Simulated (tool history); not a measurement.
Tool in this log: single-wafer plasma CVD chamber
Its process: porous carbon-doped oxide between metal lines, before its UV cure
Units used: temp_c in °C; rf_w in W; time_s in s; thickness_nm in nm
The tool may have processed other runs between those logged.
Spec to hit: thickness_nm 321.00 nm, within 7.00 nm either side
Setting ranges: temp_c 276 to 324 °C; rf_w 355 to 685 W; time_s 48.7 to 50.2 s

run,day,temp_c,rf_w,time_s,thickness_nm
1,0.000,300,520,48.7,261.11
2,0.083,298,530,48.7,266.72
3,0.292,296,540,48.7,273.85
4,0.483,300,540,48.7,266.56
5,0.600,300,540,50.2,275.18
6,0.696,300,540,50.2,274.66
7,1.058,298,545,50.2,277.37
8,1.246,298,545,50.2,282.26
# day 1.475: RF generator calibrated
9,1.475,296,545,50.2,293.57
10,1.733,295,545,50.2,296.43
11,1.833,295,545,50.2,295.55
12,1.862,294,545,50.2,296.13

Next run, 5 choices. One meets every target within its allowed miss, the rest don't. Which?
A,1.892,285,600,50.2,?
B,1.892,291,585,50.2,?
C,1.892,279,575,50.2,?
D,1.892,278,555,50.2,?
E,1.892,280,580,50.2,?

move,thickness_nm
A,337.71
B,319.82
C,339.70
D,333.08
E,339.74
A: moves the result that the last run missed by most past its target, out the other side
B: each result inside its tolerance
C: moves the result that the last run missed by most past its target, out the other side
D: moves the result that the last run missed by most past its target, out the other side
E: moves the result that the last run missed by most past its target, out the other side
Go with B: it meets all targets.

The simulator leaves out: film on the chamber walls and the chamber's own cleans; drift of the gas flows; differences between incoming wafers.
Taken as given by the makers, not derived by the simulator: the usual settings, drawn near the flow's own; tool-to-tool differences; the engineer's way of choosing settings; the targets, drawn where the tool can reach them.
